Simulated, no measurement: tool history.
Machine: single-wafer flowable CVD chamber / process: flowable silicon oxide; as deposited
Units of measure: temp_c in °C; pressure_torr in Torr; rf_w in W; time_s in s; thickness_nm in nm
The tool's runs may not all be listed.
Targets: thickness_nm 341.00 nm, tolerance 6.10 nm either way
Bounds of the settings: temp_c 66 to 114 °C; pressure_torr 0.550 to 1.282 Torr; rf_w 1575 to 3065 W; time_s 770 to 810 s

run 1 hour=0.0 | temp_c=90 pressure_torr=0.916 rf_w=2320 time_s=810 | thickness_nm=908.37
run 2 hour=5.6 | temp_c=81 pressure_torr=0.916 rf_w=2320 time_s=810 | thickness_nm=1236.70
run 3 hour=12.6 | temp_c=89 pressure_torr=0.884 rf_w=2315 time_s=810 | thickness_nm=909.49
run 4 hour=18.6 | temp_c=95 pressure_torr=0.853 rf_w=2310 time_s=810 | thickness_nm=703.23
run 5 hour=21.7 | temp_c=91 pressure_torr=0.853 rf_w=2310 time_s=810 | thickness_nm=817.47
run 6 hour=27.8 | temp_c=97 pressure_torr=0.834 rf_w=2305 time_s=810 | thickness_nm=636.89
run 7 hour=34.4 | temp_c=101 pressure_torr=0.828 rf_w=2305 time_s=810 | thickness_nm=543.15
run 8 hour=41.9 | temp_c=104 pressure_torr=0.828 rf_w=2305 time_s=810 | thickness_nm=483.04
run 9 hour=43.0 | temp_c=106 pressure_torr=0.828 rf_w=2305 time_s=810 | thickness_nm=448.98
run 10 hour=47.4 | temp_c=108 pressure_torr=0.828 rf_w=2305 time_s=810 | thickness_nm=417.61
run 11 hour=54.0 | temp_c=109 pressure_torr=0.828 rf_w=2305 time_s=810 | thickness_nm=404.02
run 12 hour=55.3 | temp_c=114 pressure_torr=0.817 rf_w=2305 time_s=810 | thickness_nm=332.96

Pick the move, out of 5, that brings all results within their allowed miss; only one does.
run A hour=56.6 | temp_c=108 pressure_torr=0.650 rf_w=2050 time_s=810 | thickness_nm=?
run B hour=56.6 | temp_c=113 pressure_torr=0.787 rf_w=2475 time_s=800 | thickness_nm=?
run C hour=56.6 | temp_c=112 pressure_torr=0.810 rf_w=2485 time_s=810 | thickness_nm=?
run D hour=56.6 | temp_c=114 pressure_torr=0.859 rf_w=2655 time_s=770 | thickness_nm=?
run E hour=56.6 | temp_c=113 pressure_torr=0.885 rf_w=2110 time_s=770 | thickness_nm=?

move=A thickness_nm=323.43
move=B thickness_nm=331.30
move=C thickness_nm=357.60
move=D thickness_nm=338.76
move=E thickness_nm=351.50
A: lands further from the targets than the last run did
B: lands further from the targets than the last run did
C: takes the result that was furthest off past its target
D: hits every target within its allowed miss
E: takes the result that was furthest off past its target
Move D is the one to make.
